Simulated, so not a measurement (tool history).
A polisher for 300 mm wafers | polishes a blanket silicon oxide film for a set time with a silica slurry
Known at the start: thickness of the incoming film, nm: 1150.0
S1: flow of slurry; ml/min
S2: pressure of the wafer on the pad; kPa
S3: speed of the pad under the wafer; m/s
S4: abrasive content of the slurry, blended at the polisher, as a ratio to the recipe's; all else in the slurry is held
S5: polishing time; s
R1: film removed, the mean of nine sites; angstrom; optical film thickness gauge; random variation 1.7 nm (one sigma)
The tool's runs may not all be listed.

run 1 day=0.000 | S1=245 S2=30.3 S3=1.12 S4=1.0 S5=23 | R1=934.03
run 2 day=0.154 | S1=245 S2=30.3 S3=1.12 S4=0.9 S5=23 | R1=888.70
run 3 day=0.212 | S1=245 S2=33.1 S3=1.12 S4=0.9 S5=23 | R1=949.77
run 4 day=0.446 | S1=290 S2=33.1 S3=1.12 S4=0.9 S5=23 | R1=959.50
run 5 day=0.542 | S1=290 S2=30.3 S3=1.12 S4=0.9 S5=23 | R1=883.70
run 6 day=0.571 | S1=290 S2=33.1 S3=1.14 S4=0.9 S5=23 | R1=955.86

Run 7 comes next. What will it give?
run 7 day=0.746 | S1=290 S2=35.9 S3=1.16 S4=0.9 S5=23 | R1=?

{"run 7": {"R1": 1028.9}}
